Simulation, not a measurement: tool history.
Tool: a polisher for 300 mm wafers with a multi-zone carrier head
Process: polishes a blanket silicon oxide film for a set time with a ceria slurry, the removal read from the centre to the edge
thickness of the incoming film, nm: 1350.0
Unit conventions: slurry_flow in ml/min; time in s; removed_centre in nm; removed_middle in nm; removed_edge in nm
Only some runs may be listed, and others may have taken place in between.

Run 1, hour 0: slurry_flow 305 ml/min, centre_zone 1, middle_zone 1, edge_zone 1, time 33 s. Result: removed_centre 232.04 nm, removed_middle 232.86 nm, removed_edge 235.54 nm.
Run 2, hour 0.7: slurry_flow 305 ml/min, centre_zone 1, middle_zone 1, edge_zone 1, time 27 s. Result: removed_centre 183.89 nm, removed_middle 186.6 nm, removed_edge 190.73 nm.
Run 3, hour 5.9: slurry_flow 305 ml/min, centre_zone 1.06, middle_zone 1, edge_zone 1, time 27 s. Result: removed_centre 198.95 nm, removed_middle 182.9 nm, removed_edge 193.91 nm.
Run 4, hour 9: slurry_flow 305 ml/min, centre_zone 1.06, middle_zone 1.08, edge_zone 1, time 27 s. Result: removed_centre 195.49 nm, removed_middle 202.78 nm, removed_edge 193.97 nm.
Run 5, hour 16.5: slurry_flow 305 ml/min, centre_zone 1.04, middle_zone 1.07, edge_zone 1.02, time 29 s. Result: removed_centre 208.13 nm, removed_middle 208.22 nm, removed_edge 210.99 nm.
Run 6, hour 24.4: slurry_flow 310 ml/min, centre_zone 1.02, middle_zone 1.09, edge_zone 1.04, time 30 s. Result: removed_centre 214.21 nm, removed_middle 222.39 nm, removed_edge 215.69 nm.
Run 7, hour 29.3: slurry_flow 295 ml/min, centre_zone 0.99, middle_zone 1.08, edge_zone 1.06, time 31 s. Result: removed_centre 214.21 nm, removed_middle 226.8 nm, removed_edge 226.86 nm.

What will run 8 give?
Run 8, hour 37.7: slurry_flow 295 ml/min, centre_zone 0.99, middle_zone 1.08, edge_zone 1.06, time 31 s. Result: removed_centre ?, removed_middle ?, removed_edge ?.

removed_centre: 210.51 nm
removed_middle: 226.79 nm
removed_edge: 227.13 nm
